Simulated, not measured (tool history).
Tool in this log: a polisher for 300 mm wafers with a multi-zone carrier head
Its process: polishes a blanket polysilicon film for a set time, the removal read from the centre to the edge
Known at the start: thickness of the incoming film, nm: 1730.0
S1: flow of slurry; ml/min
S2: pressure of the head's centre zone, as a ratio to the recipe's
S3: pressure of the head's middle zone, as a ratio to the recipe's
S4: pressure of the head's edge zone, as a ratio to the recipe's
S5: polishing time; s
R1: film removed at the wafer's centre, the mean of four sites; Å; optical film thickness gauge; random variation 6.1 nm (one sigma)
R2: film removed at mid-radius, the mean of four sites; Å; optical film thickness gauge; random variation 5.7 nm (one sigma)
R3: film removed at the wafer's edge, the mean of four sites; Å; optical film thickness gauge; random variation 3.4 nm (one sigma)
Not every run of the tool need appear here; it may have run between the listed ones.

Run 1, day 0: S1 190 ml/min, S2 1, S3 1, S4 1, S5 46 s. Result: R1 3710.4 Å, R2 3768.6 Å, R3 3795.6 Å.
Run 2, day 0.329: S1 200 ml/min, S2 1, S3 1.03, S4 1.03, S5 47 s. Result: R1 3908.2 Å, R2 3948.1 Å, R3 3954.3 Å.
Run 3, day 0.575: S1 205 ml/min, S2 0.98, S3 1.06, S4 1.05, S5 48 s. Result: R1 3779.9 Å, R2 4154.7 Å, R3 4077.8 Å.
Run 4, day 0.642: S1 210 ml/min, S2 0.99, S3 1.08, S4 1.07, S5 49 s. Result: R1 4070.3 Å, R2 4282.1 Å, R3 4307.6 Å.
Run 5, day 0.788: S1 210 ml/min, S2 0.92, S3 1.08, S4 1.07, S5 49 s. Result: R1 3717.4 Å, R2 4155.2 Å, R3 4170.2 Å.
Run 6, day 0.838: S1 215 ml/min, S2 0.93, S3 1.1, S4 1.08, S5 50 s. Result: R1 3860 Å, R2 4441.6 Å, R3 4365.5 Å.
Run 7, day 1.025: S1 225 ml/min, S2 0.94, S3 1.11, S4 1.09, S5 50 s. Result: R1 3865.9 Å, R2 4536.6 Å, R3 4431.1 Å.

Run 8, settings as shown, results not yet in. Your forecast:
Run 8, day 1.242: S1 230 ml/min, S2 0.96, S3 1.11, S4 1.09, S5 50 s. Result: R1 ?, R2 ?, R3 ?.

{"run 8": {"R1": 3949.3, "R2": 4515.4, "R3": 4384}}
